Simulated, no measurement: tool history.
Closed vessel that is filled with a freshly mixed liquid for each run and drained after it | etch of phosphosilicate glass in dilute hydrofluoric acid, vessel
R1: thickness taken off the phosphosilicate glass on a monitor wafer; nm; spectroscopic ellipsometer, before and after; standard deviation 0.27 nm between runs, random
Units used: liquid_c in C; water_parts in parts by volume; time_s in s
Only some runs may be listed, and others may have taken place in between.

Run 1, day 0: liquid_c 25 C, water_parts 170 parts by volume, time_s 35 s. Result: R1 33.799 nm.
Run 2, day 0.246: liquid_c 25 C, water_parts 130 parts by volume, time_s 35 s. Result: R1 47.01 nm.
Run 3, day 0.3: liquid_c 25 C, water_parts 130 parts by volume, time_s 30 s. Result: R1 39.695 nm.
Run 4, day 0.558: liquid_c 23 C, water_parts 130 parts by volume, time_s 30 s. Result: R1 36.706 nm.
Run 5, day 0.788: liquid_c 22.5 C, water_parts 130 parts by volume, time_s 30 s. Result: R1 36.11 nm.
Run 6, day 1.042: liquid_c 22.5 C, water_parts 130 parts by volume, time_s 30 s. Result: R1 35.551 nm.
Run 7, day 1.175: liquid_c 22 C, water_parts 130 parts by volume, time_s 30 s. Result: R1 35.719 nm.
At day 1.388: hydrofluoric acid flow meter replaced.
Run 8, day 1.388: liquid_c 21.5 C, water_parts 130 parts by volume, time_s 30 s. Result: R1 36.853 nm.
Run 9, day 1.562: liquid_c 21 C, water_parts 135 parts by volume, time_s 30 s. Result: R1 34.797 nm.
Run 10, day 1.925: liquid_c 20.5 C, water_parts 135 parts by volume, time_s 30 s. Result: R1 33.537 nm.

What does the tool deliver on the next run?
Run 11, day 2.271: liquid_c 20.5 C, water_parts 135 parts by volume, time_s 30 s. Result: R1 ?.

R1: 33.911 nm

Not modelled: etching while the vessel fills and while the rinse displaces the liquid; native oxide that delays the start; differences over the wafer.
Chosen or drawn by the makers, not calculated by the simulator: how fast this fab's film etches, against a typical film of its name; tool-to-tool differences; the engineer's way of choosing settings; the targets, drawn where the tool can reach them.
